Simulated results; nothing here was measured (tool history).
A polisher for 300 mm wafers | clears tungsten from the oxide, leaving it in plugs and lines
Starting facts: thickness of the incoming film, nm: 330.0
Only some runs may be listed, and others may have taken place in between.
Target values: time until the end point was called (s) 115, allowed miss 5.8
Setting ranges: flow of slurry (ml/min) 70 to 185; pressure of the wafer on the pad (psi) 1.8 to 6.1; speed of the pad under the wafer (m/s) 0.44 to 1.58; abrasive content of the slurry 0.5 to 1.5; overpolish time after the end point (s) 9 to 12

run	day	flow of slurry (ml/min)	pressure of the wafer on the pad (psi)	speed of the pad under the wafer (m/s)	abrasive content of the slurry	overpolish time after the end point (s)	time until the end point was called (s)
1	0	120	3.9	1	1	12	77.035
2	0.054	120	3.9	1	1	9	77.605
3	0.354	120	4.7	1	1	9	63.351
4	0.467	120	4.7	1.12	1	9	57.475
5	0.725	120	4.7	1.12	1	12	58.739
6	1.067	120	4.7	1.12	1	12	58.875
7	1.179	115	3.6	1.06	1	12	81.314
8	1.354	115	3.5	1.06	1	12	82.106
9	1.6	115	3.4	1.06	1	12	84.921
10	1.821	110	2.3	1.04	1	12	123.12

Of the 5 settings listed for the next run, only one would bring every result within its allowed miss of target. Which one?
A	2.042	120	2.4	1.14	1.1	12	?
B	2.042	125	2.7	0.86	1.25	12	?
C	2.042	125	2.7	1.06	0.95	11	?
D	2.042	125	2.6	1.1	1	12	?
E	2.042	120	2.4	1.12	1.15	9	?

move	time until the end point was called (s)
A	105.45
B	113.12
C	104.22
D	102.95
E	105.5
A: the result that was furthest off in the last run now lies on the other side of its target
B: every result within its allowed miss
C: the result that was furthest off in the last run now lies on the other side of its target
D: the result that was furthest off in the last run now lies on the other side of its target
E: the result that was furthest off in the last run now lies on the other side of its target
The right move is B.
